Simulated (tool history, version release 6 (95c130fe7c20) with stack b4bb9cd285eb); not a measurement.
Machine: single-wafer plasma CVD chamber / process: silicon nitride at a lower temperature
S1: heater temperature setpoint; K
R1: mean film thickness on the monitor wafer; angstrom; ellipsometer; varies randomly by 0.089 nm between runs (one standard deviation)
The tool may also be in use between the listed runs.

run 1 day=0 | S1=643.15 chamber_pressure_(Pa)=217 RF_power_(kW)=0.31 deposition_time_(s)=27.5 | R1=304.81
run 2 day=0.358 | S1=636.15 chamber_pressure_(Pa)=217 RF_power_(kW)=0.31 deposition_time_(s)=27.5 | R1=304.59
run 3 day=0.604 | S1=642.15 chamber_pressure_(Pa)=217 RF_power_(kW)=0.31 deposition_time_(s)=27.5 | R1=305.14
run 4 day=0.892 | S1=653.15 chamber_pressure_(Pa)=217 RF_power_(kW)=0.31 deposition_time_(s)=27.5 | R1=303.85
run 5 day=0.971 | S1=653.15 chamber_pressure_(Pa)=245 RF_power_(kW)=0.31 deposition_time_(s)=27.5 | R1=312.38
run 6 day=1.138 | S1=653.15 chamber_pressure_(Pa)=256 RF_power_(kW)=0.31 deposition_time_(s)=27.5 | R1=316.21
run 7 day=1.354 | S1=653.15 chamber_pressure_(Pa)=264 RF_power_(kW)=0.31 deposition_time_(s)=27.5 | R1=317.49
run 8 day=1.483 | S1=653.15 chamber_pressure_(Pa)=272 RF_power_(kW)=0.31 deposition_time_(s)=27.5 | R1=320.17
run 9 day=1.85 | S1=653.15 chamber_pressure_(Pa)=277 RF_power_(kW)=0.31 deposition_time_(s)=27.5 | R1=323.17

Run 10, settings as shown, results not yet in. Your forecast:
run 10 day=1.988 | S1=653.15 chamber_pressure_(Pa)=280 RF_power_(kW)=0.31 deposition_time_(s)=27.5 | R1=?

Run 10 gave R1 322.85 angstrom.
